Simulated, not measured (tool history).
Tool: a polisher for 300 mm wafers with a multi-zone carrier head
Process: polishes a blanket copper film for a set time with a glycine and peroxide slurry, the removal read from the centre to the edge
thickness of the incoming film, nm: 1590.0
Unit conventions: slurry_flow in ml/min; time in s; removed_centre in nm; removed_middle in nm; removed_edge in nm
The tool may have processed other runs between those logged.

run 1 hour=0.0 | slurry_flow=185 centre_zone=1.00 middle_zone=1.00 edge_zone=1.00 time=66 | removed_centre=256.03 removed_middle=254.97 removed_edge=255.91
run 2 hour=2.3 | slurry_flow=195 centre_zone=1.01 middle_zone=1.01 edge_zone=1.03 time=69 | removed_centre=273.87 removed_middle=269.00 removed_edge=272.59
run 3 hour=7.9 | slurry_flow=195 centre_zone=1.01 middle_zone=1.01 edge_zone=1.06 time=69 | removed_centre=272.43 removed_middle=265.39 removed_edge=277.52
run 4 hour=12.3 | slurry_flow=200 centre_zone=1.02 middle_zone=1.03 edge_zone=1.08 time=72 | removed_centre=296.79 removed_middle=284.55 removed_edge=294.59
run 5 hour=14.8 | slurry_flow=165 centre_zone=1.02 middle_zone=1.03 edge_zone=1.08 time=72 | removed_centre=275.56 removed_middle=269.30 removed_edge=288.46
run 6 hour=17.4 | slurry_flow=180 centre_zone=1.02 middle_zone=1.04 edge_zone=1.10 time=74 | removed_centre=286.11 removed_middle=295.60 removed_edge=299.80
run 7 hour=26.0 | slurry_flow=195 centre_zone=1.03 middle_zone=1.04 edge_zone=1.12 time=75 | removed_centre=304.37 removed_middle=292.15 removed_edge=305.91

Expected results for the next run?
run 8 hour=28.6 | slurry_flow=215 centre_zone=1.02 middle_zone=1.10 edge_zone=1.15 time=86 | removed_centre=? removed_middle=? removed_edge=?

Logged for run 8: removed_centre 351.20 nm, removed_middle 358.38 nm, removed_edge 369.83 nm.

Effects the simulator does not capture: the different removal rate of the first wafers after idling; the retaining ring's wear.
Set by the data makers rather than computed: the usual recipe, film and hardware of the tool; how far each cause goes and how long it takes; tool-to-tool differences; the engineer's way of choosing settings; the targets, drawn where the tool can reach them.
